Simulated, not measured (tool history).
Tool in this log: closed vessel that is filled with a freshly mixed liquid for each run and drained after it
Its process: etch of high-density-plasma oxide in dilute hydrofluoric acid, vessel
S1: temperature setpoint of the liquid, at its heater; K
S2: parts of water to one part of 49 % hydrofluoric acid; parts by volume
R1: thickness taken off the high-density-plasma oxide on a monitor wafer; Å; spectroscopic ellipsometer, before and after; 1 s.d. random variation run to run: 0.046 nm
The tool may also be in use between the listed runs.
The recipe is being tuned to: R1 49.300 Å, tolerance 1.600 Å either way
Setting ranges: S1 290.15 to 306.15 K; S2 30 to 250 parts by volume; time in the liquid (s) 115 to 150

{"run": 1, "hour": 0.0, "S1": 298.15, "S2": 140, "time in the liquid (s)": 150, "R1": 64.306}
{"run": 2, "hour": 2.3, "S1": 296.15, "S2": 140, "time in the liquid (s)": 150, "R1": 60.741}
{"run": 3, "hour": 6.0, "S1": 296.15, "S2": 105, "time in the liquid (s)": 150, "R1": 81.635}
{"run": 4, "hour": 12.6, "S1": 294.65, "S2": 105, "time in the liquid (s)": 150, "R1": 78.689}
{"run": 5, "hour": 16.0, "S1": 294.65, "S2": 105, "time in the liquid (s)": 150, "R1": 77.912}
{"run": 6, "hour": 21.6, "S1": 296.65, "S2": 105, "time in the liquid (s)": 150, "R1": 84.985}
{"run": 7, "hour": 26.9, "S1": 294.65, "S2": 115, "time in the liquid (s)": 150, "R1": 72.099}
{"run": 8, "hour": 29.9, "S1": 293.15, "S2": 125, "time in the liquid (s)": 150, "R1": 60.379}
{"run": 9, "hour": 36.0, "S1": 293.15, "S2": 125, "time in the liquid (s)": 150, "R1": 60.837}
{"run": 10, "hour": 36.7, "S1": 292.15, "S2": 130, "time in the liquid (s)": 150, "R1": 55.355}
{"run": 11, "hour": 45.5, "S1": 292.15, "S2": 130, "time in the liquid (s)": 150, "R1": 56.483}
{"run": 12, "hour": 46.7, "S1": 291.65, "S2": 135, "time in the liquid (s)": 150, "R1": 53.02}
{"run": 13, "hour": 53.6, "S1": 291.15, "S2": 135, "time in the liquid (s)": 150, "R1": 50.924}

Consider the 4 candidate settings below. Which is the only one whose results all fall within their allowed miss of target?
{"run": "A", "hour": 60.5, "S1": 290.65, "S2": 115, "time in the liquid (s)": 130, "R1": "?"}
{"run": "B", "hour": 60.5, "S1": 290.65, "S2": 120, "time in the liquid (s)": 130, "R1": "?"}
{"run": "C", "hour": 60.5, "S1": 290.15, "S2": 125, "time in the liquid (s)": 150, "R1": "?"}
{"run": "D", "hour": 60.5, "S1": 291.65, "S2": 110, "time in the liquid (s)": 125, "R1": "?"}

move=A R1=52.262
move=B R1=49.828
move=C R1=53.787
move=D R1=55.049
A: lands further from the targets than the last run did
B: meets every target
C: lands further from the targets than the last run did
D: lands further from the targets than the last run did
B meets every target.
